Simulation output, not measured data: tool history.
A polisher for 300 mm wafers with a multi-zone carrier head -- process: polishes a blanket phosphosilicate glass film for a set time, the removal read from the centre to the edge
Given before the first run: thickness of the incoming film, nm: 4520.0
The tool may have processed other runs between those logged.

run,day,flow of slurry (ml/min),pressure of the head's centre zone,pressure of the head's middle zone,pressure of the head's edge zone,abrasive content of the slurry,polishing time (s),film removed at the wafer's centre (nm),film removed at mid-radius (nm),film removed at the wafer's edge (nm)
1,0.000,295,1.00,1.00,1.00,1.00,64,785.86,777.26,777.43
2,0.338,295,1.00,1.00,1.00,1.00,77,942.48,918.91,928.65
3,0.604,295,1.00,1.00,1.00,1.10,77,992.83,961.55,995.38
4,0.708,295,1.00,1.06,1.00,1.10,77,958.79,1003.80,977.42
5,1.071,295,1.00,1.06,1.00,1.10,93,1180.40,1219.80,1171.50
6,1.304,295,1.00,1.06,1.00,1.00,93,1142.90,1168.00,1116.40

Run 7 comes next. What will it give?
7,1.575,280,0.97,1.00,1.01,0.85,80,?,?,?

Run 7 measured film removed at the wafer's centre (nm) 912.85, film removed at mid-radius (nm) 904.67, film removed at the wafer's edge (nm) 937.64.
